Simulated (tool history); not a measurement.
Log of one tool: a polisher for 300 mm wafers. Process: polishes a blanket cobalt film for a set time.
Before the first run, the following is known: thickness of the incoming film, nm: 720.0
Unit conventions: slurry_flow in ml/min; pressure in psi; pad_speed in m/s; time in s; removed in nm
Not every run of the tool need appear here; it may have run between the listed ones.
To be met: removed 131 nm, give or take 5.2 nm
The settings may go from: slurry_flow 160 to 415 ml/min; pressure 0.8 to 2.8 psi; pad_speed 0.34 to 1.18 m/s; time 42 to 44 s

run,hour,slurry_flow,pressure,pad_speed,time,removed
1,0,265,1.8,0.76,42,154.3
2,0.7,305,1.8,0.76,42,157.72
3,2.1,305,1.8,0.76,44,165.19
4,10.6,305,1.8,0.9,44,188.97
5,16.6,305,1.6,0.9,44,164.28
6,25,305,1.6,0.9,42,155.82
7,31.1,305,1.5,0.9,42,146.05
8,36.5,305,1.4,0.9,42,138.88

Of the 4 settings listed for the next run, only one would bring every result within its allowed miss of target. Which one?
A,41.9,230,1.6,0.82,42,?
B,41.9,320,1.2,0.92,42,?
C,41.9,240,1.6,0.7,42,?
D,41.9,365,1.4,1.02,42,?

move,removed
A,146.04
B,123.3
C,132.9
D,154.92
A: misses by more than the last run did
B: carries the result that was furthest off beyond its target, to the other side
C: every result within its allowed miss
D: misses by more than the last run did
Move C is the one to make.
